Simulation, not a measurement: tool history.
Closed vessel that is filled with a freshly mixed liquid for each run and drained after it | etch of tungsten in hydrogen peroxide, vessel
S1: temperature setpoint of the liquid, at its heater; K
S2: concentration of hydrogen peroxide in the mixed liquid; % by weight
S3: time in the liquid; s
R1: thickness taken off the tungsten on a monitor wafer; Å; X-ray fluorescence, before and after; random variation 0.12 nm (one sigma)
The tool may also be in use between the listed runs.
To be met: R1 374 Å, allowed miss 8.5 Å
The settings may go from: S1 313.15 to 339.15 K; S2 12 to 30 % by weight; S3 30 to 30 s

Run 1, day 0: S1 329.15 K, S2 20.5 % by weight, S3 30 s. Result: R1 428.88 Å.
Run 2, day 0.238: S1 328.65 K, S2 20.5 % by weight, S3 30 s. Result: R1 416.06 Å.
Run 3, day 0.3: S1 328.65 K, S2 20.5 % by weight, S3 30 s. Result: R1 415.15 Å.
Run 4, day 0.554: S1 323.15 K, S2 20.5 % by weight, S3 30 s. Result: R1 298.71 Å.
Run 5, day 0.838: S1 324.15 K, S2 20.5 % by weight, S3 30 s. Result: R1 318.12 Å.
Run 6, day 1.012: S1 324.65 K, S2 20.5 % by weight, S3 30 s. Result: R1 328.14 Å.
Run 7, day 1.367: S1 325.15 K, S2 20.5 % by weight, S3 30 s. Result: R1 337.27 Å.
Run 8, day 1.529: S1 325.65 K, S2 20.5 % by weight, S3 30 s. Result: R1 346.51 Å.

5 next moves are on the table. One of them brings every result within its allowed miss. Which?
Run A, day 1.692: S1 327.65 K, S2 19 % by weight, S3 30 s. Result: R1 ?.
Run B, day 1.692: S1 327.65 K, S2 21 % by weight, S3 30 s. Result: R1 ?.
Run C, day 1.692: S1 324.65 K, S2 24.5 % by weight, S3 30 s. Result: R1 ?.
Run D, day 1.692: S1 325.65 K, S2 21 % by weight, S3 30 s. Result: R1 ?.
Run E, day 1.692: S1 325.15 K, S2 18 % by weight, S3 30 s. Result: R1 ?.

move      R1
   A  378.68
   B  398.11
   C  359.17
   D  353.22
   E  317.31
A: meets every target
B: takes the result that was furthest off past its target
C: nearer than the last run, and not there yet
D: nearer than the last run, and not there yet
E: further off than the last run
The right move is A.
